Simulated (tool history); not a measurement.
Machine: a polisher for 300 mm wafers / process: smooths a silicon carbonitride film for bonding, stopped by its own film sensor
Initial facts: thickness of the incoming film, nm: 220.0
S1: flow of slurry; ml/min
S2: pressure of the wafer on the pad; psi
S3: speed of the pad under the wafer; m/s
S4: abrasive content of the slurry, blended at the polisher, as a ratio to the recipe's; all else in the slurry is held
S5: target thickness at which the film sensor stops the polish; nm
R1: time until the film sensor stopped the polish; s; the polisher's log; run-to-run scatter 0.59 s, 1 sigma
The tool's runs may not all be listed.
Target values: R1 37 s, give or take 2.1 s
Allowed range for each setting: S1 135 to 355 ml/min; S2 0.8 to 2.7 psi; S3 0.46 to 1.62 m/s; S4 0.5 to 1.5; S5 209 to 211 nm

run 1 hour=0 | S1=225 S2=1.7 S3=1.04 S4=1 S5=209 | R1=51.356
run 2 hour=5.1 | S1=225 S2=1.8 S3=1.04 S4=1 S5=209 | R1=48.44
run 3 hour=12.8 | S1=225 S2=1.9 S3=1.04 S4=1 S5=209 | R1=46.303
run 4 hour=17.4 | S1=225 S2=1.9 S3=1.04 S4=1 S5=209 | R1=46.484
run 5 hour=18.2 | S1=225 S2=1.9 S3=1.16 S4=1 S5=209 | R1=41.063
run 6 hour=19 | S1=195 S2=1.9 S3=1.16 S4=1 S5=209 | R1=42.346
run 7 hour=27.7 | S1=195 S2=2 S3=1.16 S4=1 S5=209 | R1=41.515
run 8 hour=29.8 | S1=200 S2=2 S3=1.16 S4=1 S5=209 | R1=39.29

Next run, 4 choices. One meets every target within its allowed miss, the rest don't. Which?
run A hour=31.9 | S1=180 S2=2.3 S3=0.76 S4=1 S5=211 | R1=?
run B hour=31.9 | S1=265 S2=1.7 S3=1.18 S4=1.35 S5=210 | R1=?
run C hour=31.9 | S1=220 S2=2 S3=1.16 S4=0.9 S5=209 | R1=?
run D hour=31.9 | S1=220 S2=2.3 S3=1 S4=0.95 S5=211 | R1=?

move=A R1=41.381
move=B R1=37.554
move=C R1=41.723
move=D R1=33.216
A: lands further from the targets than the last run did
B: all results land within tolerance of their targets
C: lands further from the targets than the last run did
D: moves the result that the last run missed by most past its target, out the other side
B meets every target.
